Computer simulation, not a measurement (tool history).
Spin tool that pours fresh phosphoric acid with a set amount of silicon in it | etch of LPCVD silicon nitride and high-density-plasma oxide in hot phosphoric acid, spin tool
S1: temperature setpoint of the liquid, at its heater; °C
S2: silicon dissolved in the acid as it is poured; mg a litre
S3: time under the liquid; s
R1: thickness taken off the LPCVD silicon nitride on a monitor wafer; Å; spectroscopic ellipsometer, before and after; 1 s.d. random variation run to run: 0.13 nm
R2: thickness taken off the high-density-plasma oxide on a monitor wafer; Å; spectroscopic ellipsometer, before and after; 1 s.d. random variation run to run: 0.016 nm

{"run": 1, "hour": 0.0, "S1": 159, "S2": 29, "S3": 180, "R1": 165.24, "R2": 2.4736}
{"run": 2, "hour": 8.2, "S1": 159.5, "S2": 32.5, "S3": 190, "R1": 176.49, "R2": 2.4831}
{"run": 3, "hour": 16.1, "S1": 159.5, "S2": 32.5, "S3": 120, "R1": 110.48, "R2": 1.8238}
{"run": 4, "hour": 22.0, "S1": 158, "S2": 32.5, "S3": 120, "R1": 105.18, "R2": 1.5011}
{"run": 5, "hour": 28.8, "S1": 156.5, "S2": 32.5, "S3": 120, "R1": 99.993, "R2": 1.2635}
{"run": 6, "hour": 37.1, "S1": 157.5, "S2": 35.5, "S3": 140, "R1": 121.31, "R2": 1.5962}
{"run": 7, "hour": 42.1, "S1": 158, "S2": 38, "S3": 155, "R1": 136.3, "R2": 1.2962}

Run 8 has not been measured yet. What should we expect?
{"run": 8, "hour": 47.2, "S1": 159, "S2": 39.5, "S3": 165, "R1": "?", "R2": "?"}

{"run 8": {"R1": 149.9, "R2": 1.5424}}

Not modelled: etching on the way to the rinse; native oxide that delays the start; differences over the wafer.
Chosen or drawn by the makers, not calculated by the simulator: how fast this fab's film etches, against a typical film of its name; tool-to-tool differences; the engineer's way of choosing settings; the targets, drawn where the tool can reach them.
